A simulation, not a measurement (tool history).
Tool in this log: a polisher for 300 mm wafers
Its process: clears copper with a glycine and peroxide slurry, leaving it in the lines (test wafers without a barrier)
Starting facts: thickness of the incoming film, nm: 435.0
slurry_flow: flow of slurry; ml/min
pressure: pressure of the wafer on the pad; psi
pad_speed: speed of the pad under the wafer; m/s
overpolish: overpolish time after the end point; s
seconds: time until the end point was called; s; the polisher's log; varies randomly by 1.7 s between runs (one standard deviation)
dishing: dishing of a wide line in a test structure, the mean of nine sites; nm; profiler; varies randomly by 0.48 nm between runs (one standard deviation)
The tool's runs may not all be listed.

| run | hour | slurry_flow | pressure | pad_speed | overpolish | seconds | dishing |
|---|---|---|---|---|---|---|---|
| 1 | 0 | 285 | 2.7 | 0.82 | 19 | 77.766 | 69.621 |
| 2 | 7.4 | 285 | 2.6 | 0.82 | 18 | 78.205 | 67.533 |
| 3 | 11 | 285 | 2.5 | 0.8 | 17 | 84.49 | 60.848 |
| 4 | 19.8 | 285 | 2.5 | 0.8 | 16 | 81.155 | 57.066 |
| 5 | 28.4 | 320 | 2.5 | 0.8 | 16 | 79.767 | 57.705 |
| 6 | 29.3 | 320 | 2.5 | 0.72 | 16 | 87.373 | 53.273 |
| 7 | 37.1 | 320 | 2.5 | 0.72 | 16 | 84.399 | 53.41 |
| 8 | 38.5 | 330 | 2.4 | 0.72 | 16 | 90.086 | 54.996 |
| 9 | 44.1 | 250 | 2.4 | 0.64 | 10 | 100.56 | 31.609 |
| 10 | 46.8 | 260 | 2.4 | 0.64 | 10 | 102 | 32.194 |

The next listed run, before its measurement:
| 11 | 48.5 | 270 | 2.4 | 0.64 | 10 | ? | ? |

{"run 11": {"seconds": 98.971, "dishing": 31.695}}
